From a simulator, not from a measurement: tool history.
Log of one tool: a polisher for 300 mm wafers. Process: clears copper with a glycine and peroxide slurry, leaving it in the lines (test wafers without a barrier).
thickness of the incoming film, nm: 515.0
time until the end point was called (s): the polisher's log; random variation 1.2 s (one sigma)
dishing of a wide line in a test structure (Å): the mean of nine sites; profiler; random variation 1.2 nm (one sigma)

| run | day | flow of slurry (ml/min) | pressure of the wafer on the pad (kPa) | speed of the pad under the wafer (m/s) | overpolish time after the end point (s) | time until the end point was called (s) | dishing of a wide line in a test structure (Å) |
|---|---|---|---|---|---|---|---|
| 1 | 0 | 185 | 15.9 | 1.16 | 14 | 96.053 | 441.07 |
| 2 | 0.029 | 155 | 15.9 | 1.16 | 14 | 98.519 | 411.14 |
| 3 | 0.167 | 200 | 15.9 | 1.16 | 14 | 93.79 | 432.66 |
| 4 | 0.35 | 185 | 15.9 | 1.16 | 14 | 96.559 | 422.57 |
| 5 | 0.462 | 185 | 15.9 | 1.16 | 11 | 98.142 | 357.04 |
| 6 | 0.758 | 185 | 17.2 | 1.18 | 12 | 88.774 | 416.49 |
| 7 | 0.921 | 185 | 21.4 | 1.24 | 13 | 70.775 | 476.59 |
| 8 | 1.192 | 185 | 22.1 | 1.24 | 14 | 69.804 | 503.98 |

The next listed run, before its measurement:
| 9 | 1.492 | 185 | 22.8 | 1.24 | 14 | ? | ? |

Run 9 gave time until the end point was called (s) 71.819, dishing of a wide line in a test structure (Å) 518.86.
